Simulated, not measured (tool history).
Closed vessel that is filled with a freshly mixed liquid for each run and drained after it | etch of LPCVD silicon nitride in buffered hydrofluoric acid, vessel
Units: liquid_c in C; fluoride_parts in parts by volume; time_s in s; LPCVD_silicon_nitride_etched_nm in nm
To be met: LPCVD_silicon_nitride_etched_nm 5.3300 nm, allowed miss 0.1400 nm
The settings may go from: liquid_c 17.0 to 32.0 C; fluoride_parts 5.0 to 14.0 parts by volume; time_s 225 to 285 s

run,hour,liquid_c,fluoride_parts,time_s,LPCVD_silicon_nitride_etched_nm
1,0.0,25.0,8.5,285,4.0095
2,5.0,25.0,10.5,285,3.3386
3,11.7,22.5,10.5,285,2.9179
4,17.7,22.5,8.0,285,3.7076
5,20.8,22.5,6.5,285,4.6112
6,28.2,23.5,6.5,285,4.8629
7,32.1,24.0,6.5,285,4.9074
8,32.9,24.5,6.5,285,5.1100

5 next moves are on the table. One of them brings every result within its allowed miss. Which?
A,33.7,26.0,6.0,230,?
B,33.7,24.0,5.5,245,?
C,33.7,23.5,5.0,250,?
D,33.7,26.0,7.0,260,?
E,33.7,25.5,6.0,240,?

move,LPCVD_silicon_nitride_etched_nm
A,4.8335
B,4.9746
C,5.3539
D,4.7811
E,4.9098
A: further off than the last run
B: further off than the last run
C: meets every target
D: further off than the last run
E: further off than the last run
Answer: C
